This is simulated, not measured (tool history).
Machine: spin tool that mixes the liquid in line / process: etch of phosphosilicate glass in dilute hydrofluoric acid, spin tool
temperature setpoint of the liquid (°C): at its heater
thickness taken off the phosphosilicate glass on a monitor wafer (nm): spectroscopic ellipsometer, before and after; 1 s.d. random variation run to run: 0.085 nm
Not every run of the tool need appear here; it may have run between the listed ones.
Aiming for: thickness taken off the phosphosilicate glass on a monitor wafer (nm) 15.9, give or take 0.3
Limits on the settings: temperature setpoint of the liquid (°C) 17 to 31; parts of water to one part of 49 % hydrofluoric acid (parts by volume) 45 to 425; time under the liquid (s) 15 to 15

run	day	temperature setpoint of the liquid (°C)	parts of water to one part of 49 % hydrofluoric acid (parts by volume)	time under the liquid (s)	thickness taken off the phosphosilicate glass on a monitor wafer (nm)
1	0	23	235	15	9.9944
2	0.179	23	235	15	9.9996
3	0.375	24	230	15	10.627
4	0.512	26	230	15	11.38
5	0.758	26	165	15	17.25
6	0.992	29	165	15	19.235
7	1.246	28.5	165	15	19.023
8	1.338	28	165	15	18.491
9	1.588	27.5	165	15	18.035
10	1.729	27	165	15	17.695
11	1.975	26.5	165	15	17.612
12	2.212	26	165	15	17.354
13	2.425	25.5	165	15	16.983
14	2.479	24.5	165	15	16.16

Of the 5 settings listed for the next run, only one would bring every result within its allowed miss of target. Which one?
A	2.533	23	155	15	?
B	2.533	26	170	15	?
C	2.533	23	160	15	?
D	2.533	26.5	170	15	?
E	2.533	31	195	15	?

move	thickness taken off the phosphosilicate glass on a monitor wafer (nm)
A	16.658
B	16.72
C	16.049
D	17.03
E	16.896
A: the biggest miss grows against the last run
B: the biggest miss grows against the last run
C: in spec on every target
D: the biggest miss grows against the last run
E: the biggest miss grows against the last run
The move that meets every target is C.
